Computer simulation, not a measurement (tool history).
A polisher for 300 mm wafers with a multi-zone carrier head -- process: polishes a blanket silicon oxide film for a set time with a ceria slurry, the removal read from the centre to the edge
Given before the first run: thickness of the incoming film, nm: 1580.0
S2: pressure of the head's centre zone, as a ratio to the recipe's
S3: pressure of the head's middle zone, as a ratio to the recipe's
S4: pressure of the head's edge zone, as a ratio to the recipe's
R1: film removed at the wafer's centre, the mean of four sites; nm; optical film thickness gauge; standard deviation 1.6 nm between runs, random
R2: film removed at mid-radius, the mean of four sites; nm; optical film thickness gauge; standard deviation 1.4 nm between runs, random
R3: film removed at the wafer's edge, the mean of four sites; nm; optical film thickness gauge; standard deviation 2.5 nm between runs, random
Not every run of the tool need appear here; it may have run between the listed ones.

{"run": 1, "hour": 0.0, "flow of slurry (ml/min)": 260, "S2": 1.0, "S3": 1.0, "S4": 1.0, "polishing time (s)": 59, "R1": 157.77, "R2": 154.84, "R3": 156.48}
{"run": 2, "hour": 7.8, "flow of slurry (ml/min)": 260, "S2": 1.0, "S3": 1.0, "S4": 1.0, "polishing time (s)": 48, "R1": 130.0, "R2": 127.5, "R3": 127.25}
{"run": 3, "hour": 13.4, "flow of slurry (ml/min)": 280, "S2": 1.01, "S3": 1.06, "S4": 1.02, "polishing time (s)": 54, "R1": 148.48, "R2": 151.31, "R3": 147.0}
{"run": 4, "hour": 17.2, "flow of slurry (ml/min)": 300, "S2": 1.02, "S3": 1.1, "S4": 1.01, "polishing time (s)": 58, "R1": 158.68, "R2": 169.64, "R3": 157.51}
{"run": 5, "hour": 21.1, "flow of slurry (ml/min)": 300, "S2": 1.02, "S3": 1.05, "S4": 1.01, "polishing time (s)": 58, "R1": 160.36, "R2": 162.27, "R3": 159.88}
{"run": 6, "hour": 26.6, "flow of slurry (ml/min)": 315, "S2": 1.04, "S3": 1.09, "S4": 1.01, "polishing time (s)": 61, "R1": 174.68, "R2": 175.73, "R3": 172.21}

The next listed run, before its measurement:
{"run": 7, "hour": 33.9, "flow of slurry (ml/min)": 315, "S2": 1.04, "S3": 1.12, "S4": 1.0, "polishing time (s)": 63, "R1": "?", "R2": "?", "R3": "?"}

{"run 7": {"R1": 178.31, "R2": 186.18, "R3": 171.96}}
